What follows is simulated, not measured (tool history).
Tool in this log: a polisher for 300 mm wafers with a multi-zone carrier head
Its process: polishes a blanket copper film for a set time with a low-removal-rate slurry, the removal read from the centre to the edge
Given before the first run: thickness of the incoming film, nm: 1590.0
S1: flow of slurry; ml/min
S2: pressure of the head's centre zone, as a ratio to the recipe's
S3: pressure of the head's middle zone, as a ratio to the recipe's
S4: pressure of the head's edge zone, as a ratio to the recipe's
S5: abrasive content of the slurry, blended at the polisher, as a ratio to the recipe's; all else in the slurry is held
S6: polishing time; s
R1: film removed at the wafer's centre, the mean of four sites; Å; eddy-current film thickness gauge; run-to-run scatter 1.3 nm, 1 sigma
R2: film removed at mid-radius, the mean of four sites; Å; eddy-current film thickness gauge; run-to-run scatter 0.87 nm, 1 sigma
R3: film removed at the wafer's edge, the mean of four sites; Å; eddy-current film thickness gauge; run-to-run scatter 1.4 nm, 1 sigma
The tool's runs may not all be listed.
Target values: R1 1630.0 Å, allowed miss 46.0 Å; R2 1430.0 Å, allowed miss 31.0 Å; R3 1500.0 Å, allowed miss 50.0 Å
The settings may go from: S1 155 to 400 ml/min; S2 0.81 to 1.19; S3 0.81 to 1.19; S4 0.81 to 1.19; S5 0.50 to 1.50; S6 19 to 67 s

run 1 hour=0.0 | S1=255 S2=1.00 S3=1.00 S4=1.00 S5=1.00 S6=43 | R1=1403.5 R2=1410.2 R3=1426.6
run 2 hour=4.7 | S1=265 S2=1.01 S3=1.00 S4=1.00 S5=1.00 S6=43 | R1=1437.0 R2=1424.8 R3=1442.4
run 3 hour=10.7 | S1=275 S2=1.02 S3=0.99 S4=1.00 S5=1.00 S6=43 | R1=1452.7 R2=1418.4 R3=1440.3
run 4 hour=14.9 | S1=275 S2=1.02 S3=0.92 S4=1.00 S5=1.00 S6=43 | R1=1426.6 R2=1342.7 R3=1467.4
run 5 hour=16.1 | S1=285 S2=1.03 S3=0.92 S4=1.00 S5=1.00 S6=43 | R1=1471.6 R2=1330.1 R3=1457.0
run 6 hour=23.9 | S1=285 S2=1.00 S3=0.92 S4=1.00 S5=1.00 S6=43 | R1=1435.4 R2=1338.3 R3=1432.9
run 7 hour=25.3 | S1=295 S2=1.01 S3=0.92 S4=1.00 S5=1.00 S6=43 | R1=1446.6 R2=1341.7 R3=1456.7
run 8 hour=30.0 | S1=305 S2=1.02 S3=0.93 S4=1.00 S5=1.00 S6=43 | R1=1476.8 R2=1358.9 R3=1456.1
run 9 hour=35.7 | S1=365 S2=1.08 S3=0.96 S4=1.02 S5=1.05 S6=43 | R1=1597.1 R2=1410.4 R3=1512.9

Which of these 4 next moves meets every target?
run A hour=41.4 | S1=355 S2=1.06 S3=0.91 S4=0.90 S5=0.75 S6=48 | R1=? R2=? R3=?
run B hour=41.4 | S1=370 S2=1.06 S3=0.99 S4=1.05 S5=1.00 S6=43 | R1=? R2=? R3=?
run C hour=41.4 | S1=380 S2=1.02 S3=0.93 S4=1.08 S5=1.00 S6=44 | R1=? R2=? R3=?
run D hour=41.4 | S1=370 S2=1.04 S3=0.91 S4=1.03 S5=1.00 S6=44 | R1=? R2=? R3=?

move=A R1=1602.8 R2=1424.8 R3=1474.2
move=B R1=1522.4 R2=1437.8 R3=1490.5
move=C R1=1500.8 R2=1408.0 R3=1547.3
move=D R1=1527.5 R2=1383.8 R3=1513.9
A: each result inside its tolerance
B: the biggest miss grows against the last run
C: the biggest miss grows against the last run
D: the biggest miss grows against the last run
Correct choice: A, which meets every target

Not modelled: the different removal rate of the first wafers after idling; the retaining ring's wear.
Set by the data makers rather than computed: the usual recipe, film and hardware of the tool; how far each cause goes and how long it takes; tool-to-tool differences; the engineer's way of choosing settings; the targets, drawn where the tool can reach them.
